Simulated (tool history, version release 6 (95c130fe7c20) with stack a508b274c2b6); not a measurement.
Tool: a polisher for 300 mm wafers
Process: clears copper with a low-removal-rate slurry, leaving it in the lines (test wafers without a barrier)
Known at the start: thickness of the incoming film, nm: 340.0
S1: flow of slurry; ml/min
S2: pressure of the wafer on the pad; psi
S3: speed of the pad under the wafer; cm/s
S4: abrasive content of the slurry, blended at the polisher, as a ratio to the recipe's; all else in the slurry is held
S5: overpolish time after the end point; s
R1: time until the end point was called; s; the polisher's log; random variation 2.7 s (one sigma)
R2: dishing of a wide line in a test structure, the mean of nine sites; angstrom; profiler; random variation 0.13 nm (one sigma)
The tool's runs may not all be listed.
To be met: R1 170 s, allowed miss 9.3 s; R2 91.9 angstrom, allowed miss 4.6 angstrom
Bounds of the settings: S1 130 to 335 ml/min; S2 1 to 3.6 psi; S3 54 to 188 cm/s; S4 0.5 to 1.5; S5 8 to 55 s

run	hour	S1	S2	S3	S4	S5	R1	R2
1	0	215	2.3	120	1	28	138.84	141.12
2	7.8	270	2.3	120	1	28	135.96	138.14
3	16.5	285	2	126	1	24	137.95	138.75
4	17.5	295	2.2	112	0.95	21	147.42	134.07
5	18	305	2.4	100	0.85	18	153.01	131.26
6	20.9	310	2.6	92	0.8	16	156.71	127.08
7	21.9	315	2.8	84	0.75	14	160.41	119.77
8	29.2	320	3	78	0.7	13	166.05	116
9	36	325	3.1	74	0.65	12	167.77	110.82
10	44.6	325	3.2	72	0.6	11	172.87	109.51
11	47.4	325	3.3	70	0.6	10	175.05	100.93
12	55	325	3.4	70	0.6	10	171.49	103.74
13	62.7	330	3.5	70	0.55	9	174.46	98.704

4 next moves are on the table. One of them brings every result within its allowed miss. Which?
A	70.4	335	3.5	76	0.5	8	?	?
B	70.4	335	3.6	60	0.5	8	?	?
C	70.4	330	3.4	76	0.55	12	?	?
D	70.4	320	3.5	64	0.5	9	?	?

move	R1	R2
A	167.26	92.655
B	188.9	86.36
C	164.8	113.38
D	186.49	93.118
A: meets every target
B: takes the result that was furthest off past its target
C: further off than the last run
D: brings the result that was furthest off to its target, and leaves another outside
The right move is A.
